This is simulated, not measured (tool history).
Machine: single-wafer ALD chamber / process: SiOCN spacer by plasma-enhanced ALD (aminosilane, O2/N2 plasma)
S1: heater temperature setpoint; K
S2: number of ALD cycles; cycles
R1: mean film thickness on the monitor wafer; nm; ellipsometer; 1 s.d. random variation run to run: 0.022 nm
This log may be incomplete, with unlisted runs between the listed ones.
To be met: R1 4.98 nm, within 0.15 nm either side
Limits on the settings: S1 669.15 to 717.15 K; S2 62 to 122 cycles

{"run": 1, "hour": 0.0, "S1": 693.15, "S2": 92, "R1": 5.6879}
{"run": 2, "hour": 1.3, "S1": 694.15, "S2": 91, "R1": 5.58}
{"run": 3, "hour": 1.9, "S1": 694.15, "S2": 102, "R1": 6.2399}
{"run": 4, "hour": 2.7, "S1": 694.15, "S2": 94, "R1": 5.749}
{"run": 5, "hour": 7.5, "S1": 704.15, "S2": 94, "R1": 5.6613}
{"run": 6, "hour": 13.1, "S1": 695.15, "S2": 94, "R1": 5.7293}
{"run": 7, "hour": 19.6, "S1": 695.15, "S2": 93, "R1": 5.6714}
{"run": 8, "hour": 23.5, "S1": 695.15, "S2": 92, "R1": 5.6217}
{"run": 9, "hour": 32.1, "S1": 701.15, "S2": 80, "R1": 4.7976}

Exercise: of the 5 proposed moves below, exactly one satisfies all targets within the stated allowed misses. Which move is it?
{"run": "A", "hour": 40.7, "S1": 708.15, "S2": 78, "R1": "?"}
{"run": "B", "hour": 40.7, "S1": 692.15, "S2": 77, "R1": "?"}
{"run": "C", "hour": 40.7, "S1": 699.15, "S2": 82, "R1": "?"}
{"run": "D", "hour": 40.7, "S1": 704.15, "S2": 77, "R1": "?"}
{"run": "E", "hour": 40.7, "S1": 689.15, "S2": 75, "R1": "?"}

move=A R1=4.5977
move=B R1=4.7517
move=C R1=4.961
move=D R1=4.592
move=E R1=4.6671
A: the biggest miss grows against the last run
B: the biggest miss grows against the last run
C: in spec on every target
D: the biggest miss grows against the last run
E: the biggest miss grows against the last run
Move C is the one to make.
